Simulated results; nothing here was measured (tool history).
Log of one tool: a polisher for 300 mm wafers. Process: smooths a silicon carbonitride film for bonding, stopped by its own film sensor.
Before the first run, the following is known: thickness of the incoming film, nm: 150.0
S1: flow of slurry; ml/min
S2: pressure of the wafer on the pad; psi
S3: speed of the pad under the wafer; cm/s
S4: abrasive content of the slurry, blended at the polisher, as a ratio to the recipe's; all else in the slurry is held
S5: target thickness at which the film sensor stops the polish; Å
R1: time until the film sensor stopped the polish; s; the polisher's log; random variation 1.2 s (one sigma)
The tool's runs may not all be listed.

run,hour,S1,S2,S3,S4,S5,R1
1,0,240,2.8,110,1,1230,88.545
2,5.7,290,2.8,110,1,1230,89.919
3,9.3,290,3,112,1,1230,82.713
4,13,290,3,112,1,1220,87.934
5,16.7,345,3,112,1,1220,82.317
6,20.9,345,3,112,0.8,1220,87.236
7,27,345,3.1,114,0.8,1220,82.86
8,32.1,345,3.2,114,0.8,1220,84.639
9,34.8,345,3.4,116,0.8,1220,76.297
10,39.9,345,3.5,116,0.8,1220,78.432

For run 11, what comes out?
11,41.4,345,3.6,118,0.8,1220,?

R1: 72.663 s

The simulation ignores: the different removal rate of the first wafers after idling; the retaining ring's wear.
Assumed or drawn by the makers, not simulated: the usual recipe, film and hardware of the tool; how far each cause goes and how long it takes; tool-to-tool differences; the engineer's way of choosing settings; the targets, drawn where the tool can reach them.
